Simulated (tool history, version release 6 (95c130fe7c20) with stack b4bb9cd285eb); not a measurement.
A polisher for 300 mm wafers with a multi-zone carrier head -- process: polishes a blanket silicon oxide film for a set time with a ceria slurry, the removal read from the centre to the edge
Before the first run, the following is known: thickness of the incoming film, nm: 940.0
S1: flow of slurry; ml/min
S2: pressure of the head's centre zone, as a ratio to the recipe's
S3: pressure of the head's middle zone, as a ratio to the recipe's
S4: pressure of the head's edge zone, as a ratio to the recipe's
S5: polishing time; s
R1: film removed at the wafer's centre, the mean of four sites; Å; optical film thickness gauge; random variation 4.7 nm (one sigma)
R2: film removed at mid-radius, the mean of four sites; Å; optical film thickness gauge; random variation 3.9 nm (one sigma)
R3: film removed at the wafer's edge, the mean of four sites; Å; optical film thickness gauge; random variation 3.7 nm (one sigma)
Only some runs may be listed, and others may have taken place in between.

run  hour   S1    S2    S3    S4  S5      R1      R2      R3
  1     0  270     1     1     1  51  3362.3  3266.2  3310.5
  2   4.2  270     1     1     1  39  2567.3  2528.5  2564.6
  3   9.2  215     1     1     1  39  2479.8  2433.8  2451.8
  4  16.1  235  1.02  1.01  1.02  41  2711.5  2616.1  2659.3
  5  21.2  235  1.02  1.01  1.02  51  3330.6  3271.8  3290.4
  6    26  250  1.04  1.02  1.03  51  3441.6  3292.4  3309.4

For run 7, what comes out?
  7  31.1  260  1.06  1.03  1.05  51   ?   ?   ?

R1: 3489.4 Å
R2: 3372.6 Å
R3: 3352.8 Å
